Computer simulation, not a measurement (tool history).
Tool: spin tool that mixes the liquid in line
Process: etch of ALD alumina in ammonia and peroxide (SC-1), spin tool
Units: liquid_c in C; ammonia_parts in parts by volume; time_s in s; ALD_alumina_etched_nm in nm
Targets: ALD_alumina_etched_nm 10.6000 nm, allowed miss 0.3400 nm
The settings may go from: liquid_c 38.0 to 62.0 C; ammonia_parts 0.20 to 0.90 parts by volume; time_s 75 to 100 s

run	day	liquid_c	ammonia_parts	time_s	ALD_alumina_etched_nm
1	0.000	46.0	0.50	100	5.9405
2	0.296	46.0	0.40	100	5.6498
3	0.392	49.0	0.40	100	6.5914
4	0.550	49.0	0.40	75	5.0178
5	0.621	52.5	0.50	75	6.2592
6	0.833	52.5	0.40	75	6.2442
7	0.971	55.0	0.45	80	7.5673
8	1.279	55.0	0.45	80	7.5880
9	1.642	57.0	0.45	80	8.5117
10	1.788	58.0	0.45	80	9.0444
11	1.808	59.0	0.45	80	9.2622
12	2.142	59.5	0.45	80	9.6346
13	2.242	60.0	0.45	80	9.7989
14	2.583	60.5	0.45	80	10.1910

Which of these 5 next moves meets every target?
A	2.925	61.5	0.25	85	?
B	2.925	56.5	0.50	95	?
C	2.925	62.0	0.65	80	?
D	2.925	55.0	0.25	100	?
E	2.925	62.0	0.60	80	?

move	ALD_alumina_etched_nm
A	10.5240
B	9.6624
C	11.1260
D	8.7860
E	11.0420
A: meets every target
B: further off than the last run
C: takes the result that was furthest off past its target
D: further off than the last run
E: takes the result that was furthest off past its target
Move A is the one to make.

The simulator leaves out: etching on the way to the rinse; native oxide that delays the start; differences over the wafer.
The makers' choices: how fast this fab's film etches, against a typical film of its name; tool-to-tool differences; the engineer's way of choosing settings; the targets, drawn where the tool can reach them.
